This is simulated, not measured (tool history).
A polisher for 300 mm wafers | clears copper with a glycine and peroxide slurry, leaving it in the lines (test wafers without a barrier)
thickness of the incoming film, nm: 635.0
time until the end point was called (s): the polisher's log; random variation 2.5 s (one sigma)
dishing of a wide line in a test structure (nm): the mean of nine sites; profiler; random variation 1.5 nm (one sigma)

run  hour  flow of slurry (ml/min)  pressure of the wafer on the pad (kPa)  speed of the pad under the wafer (m/s)  overpolish time after the end point (s)  time until the end point was called (s)  dishing of a wide line in a test structure (nm)
  1   0.0                      165                                    17.2                                    1.22                                       21                                   137.78                                           63.103
  2   6.9                      165                                    17.2                                    1.50                                       21                                   119.14                                           70.373
  3  12.7                      165                                    17.2                                    1.40                                       21                                   125.93                                           68.959
  4  16.8                      190                                    17.2                                    1.40                                       21                                   122.95                                           73.482
  5  19.1                      190                                    17.2                                    1.40                                       13                                   119.50                                           47.868
  6  22.3                      190                                    14.5                                    1.40                                       13                                   133.69                                           45.792
  7  28.7                      190                                    13.8                                    1.40                                       14                                   137.09                                           46.344
  8  32.4                      190                                    13.1                                    1.40                                       15                                   138.28                                           48.228
  9  33.0                      190                                    12.4                                    1.40                                       16                                   142.30                                           50.087
 10  39.3                      190                                    11.7                                    1.40                                       17                                   143.56                                           51.570

Run 11 comes next. What will it give?
 11  47.5                      185                                    11.0                                    1.38                                       18                                        ?                                                ?

time until the end point was called (s): 149.81
dishing of a wide line in a test structure (nm): 52.584
